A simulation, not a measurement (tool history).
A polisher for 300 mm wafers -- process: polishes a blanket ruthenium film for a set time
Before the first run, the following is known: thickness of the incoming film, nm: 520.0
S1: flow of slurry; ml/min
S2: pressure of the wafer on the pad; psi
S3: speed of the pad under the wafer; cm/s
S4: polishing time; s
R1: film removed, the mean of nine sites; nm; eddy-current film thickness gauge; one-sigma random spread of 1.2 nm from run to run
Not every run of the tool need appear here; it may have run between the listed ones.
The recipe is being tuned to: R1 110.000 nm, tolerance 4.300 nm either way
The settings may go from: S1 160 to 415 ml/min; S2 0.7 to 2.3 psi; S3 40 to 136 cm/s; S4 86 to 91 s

{"run": 1, "hour": 0.0, "S1": 265, "S2": 1.5, "S3": 88, "S4": 86, "R1": 66.726}
{"run": 2, "hour": 4.2, "S1": 325, "S2": 1.5, "S3": 88, "S4": 86, "R1": 68.684}
{"run": 3, "hour": 8.4, "S1": 325, "S2": 1.5, "S3": 80, "S4": 86, "R1": 63.798}
{"run": 4, "hour": 13.2, "S1": 325, "S2": 1.8, "S3": 80, "S4": 86, "R1": 71.469}
{"run": 5, "hour": 21.0, "S1": 325, "S2": 1.8, "S3": 66, "S4": 86, "R1": 58.023}
{"run": 6, "hour": 23.8, "S1": 325, "S2": 1.9, "S3": 70, "S4": 86, "R1": 64.655}
{"run": 7, "hour": 25.0, "S1": 325, "S2": 2.3, "S3": 94, "S4": 87, "R1": 98.432}
{"run": 8, "hour": 29.7, "S1": 325, "S2": 2.3, "S3": 94, "S4": 87, "R1": 97.501}
{"run": 9, "hour": 34.7, "S1": 325, "S2": 2.3, "S3": 96, "S4": 87, "R1": 100.73}
{"run": 10, "hour": 37.5, "S1": 325, "S2": 2.3, "S3": 98, "S4": 87, "R1": 103.36}

Next run, 5 choices. One meets every target within its allowed miss, the rest don't. Which?
{"run": "A", "hour": 40.3, "S1": 275, "S2": 2.1, "S3": 118, "S4": 86, "R1": "?"}
{"run": "B", "hour": 40.3, "S1": 345, "S2": 2.3, "S3": 88, "S4": 88, "R1": "?"}
{"run": "C", "hour": 40.3, "S1": 335, "S2": 2.3, "S3": 94, "S4": 86, "R1": "?"}
{"run": "D", "hour": 40.3, "S1": 415, "S2": 2.3, "S3": 94, "S4": 86, "R1": "?"}
{"run": "E", "hour": 40.3, "S1": 335, "S2": 2.3, "S3": 92, "S4": 86, "R1": "?"}

move=A R1=110.480
move=B R1=92.388
move=C R1=96.022
move=D R1=97.600
move=E R1=94.036
A: all results land within tolerance of their targets
B: its largest miss is bigger than the last run's
C: its largest miss is bigger than the last run's
D: its largest miss is bigger than the last run's
E: its largest miss is bigger than the last run's
The move that meets every target is A.
